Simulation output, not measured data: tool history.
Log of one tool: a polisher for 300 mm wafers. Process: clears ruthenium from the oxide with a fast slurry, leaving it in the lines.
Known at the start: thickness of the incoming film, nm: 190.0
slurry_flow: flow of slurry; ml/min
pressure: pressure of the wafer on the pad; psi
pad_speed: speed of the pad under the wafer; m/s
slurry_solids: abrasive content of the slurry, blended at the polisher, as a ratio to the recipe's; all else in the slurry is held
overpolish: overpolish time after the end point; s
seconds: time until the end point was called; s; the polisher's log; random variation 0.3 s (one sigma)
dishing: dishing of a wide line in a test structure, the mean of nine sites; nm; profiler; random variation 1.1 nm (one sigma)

{"run": 1, "hour": 0.0, "slurry_flow": 235, "pressure": 2.0, "pad_speed": 1.22, "slurry_solids": 1.0, "overpolish": 10, "seconds": 48.654, "dishing": 29.977}
{"run": 2, "hour": 7.2, "slurry_flow": 235, "pressure": 2.3, "pad_speed": 1.22, "slurry_solids": 1.0, "overpolish": 10, "seconds": 42.409, "dishing": 31.905}
{"run": 3, "hour": 16.2, "slurry_flow": 235, "pressure": 2.6, "pad_speed": 1.22, "slurry_solids": 1.0, "overpolish": 10, "seconds": 38.413, "dishing": 35.524}
{"run": 4, "hour": 17.8, "slurry_flow": 180, "pressure": 2.6, "pad_speed": 1.22, "slurry_solids": 1.0, "overpolish": 10, "seconds": 39.546, "dishing": 33.966}
{"run": 5, "hour": 20.4, "slurry_flow": 190, "pressure": 2.7, "pad_speed": 1.22, "slurry_solids": 1.0, "overpolish": 11, "seconds": 38.417, "dishing": 38.271}
{"run": 6, "hour": 24.6, "slurry_flow": 190, "pressure": 2.7, "pad_speed": 1.22, "slurry_solids": 1.0, "overpolish": 14, "seconds": 38.451, "dishing": 45.648}
{"run": 7, "hour": 27.0, "slurry_flow": 210, "pressure": 2.8, "pad_speed": 1.22, "slurry_solids": 1.0, "overpolish": 14, "seconds": 36.785, "dishing": 50.477}

Run 8 comes next. What will it give?
{"run": 8, "hour": 32.2, "slurry_flow": 225, "pressure": 2.9, "pad_speed": 1.22, "slurry_solids": 1.0, "overpolish": 13, "seconds": "?", "dishing": "?"}

seconds: 34.431 s
dishing: 46.308 nm
